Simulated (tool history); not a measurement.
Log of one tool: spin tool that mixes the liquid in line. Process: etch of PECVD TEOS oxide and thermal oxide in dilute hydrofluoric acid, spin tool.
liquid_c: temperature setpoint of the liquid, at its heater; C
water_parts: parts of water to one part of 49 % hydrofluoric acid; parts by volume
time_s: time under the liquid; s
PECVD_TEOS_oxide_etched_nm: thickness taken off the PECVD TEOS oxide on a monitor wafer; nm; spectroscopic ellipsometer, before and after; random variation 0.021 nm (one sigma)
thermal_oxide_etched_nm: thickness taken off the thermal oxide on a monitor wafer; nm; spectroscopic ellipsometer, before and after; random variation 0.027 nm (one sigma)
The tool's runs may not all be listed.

run	day	liquid_c	water_parts	time_s	PECVD_TEOS_oxide_etched_nm	thermal_oxide_etched_nm
1	0.000	26.0	60	30	8.3945	2.4532
2	0.283	24.0	60	30	7.6874	2.3727
3	0.529	24.0	60	25	6.4541	1.9319
4	0.867	26.0	60	25	6.9703	2.1286
5	1.008	29.0	60	25	7.8825	2.3684
6	1.358	27.5	60	25	7.3611	2.2084
7	1.571	26.0	60	25	6.9922	2.0534
8	1.792	25.0	60	25	6.7249	1.9736
9	1.842	24.0	60	25	6.3926	1.8796

Run 10 comes next. What will it give?
10	1.904	23.5	60	25	?	?

Run 10 gave PECVD_TEOS_oxide_etched_nm 6.3076 nm, thermal_oxide_etched_nm 1.8475 nm.
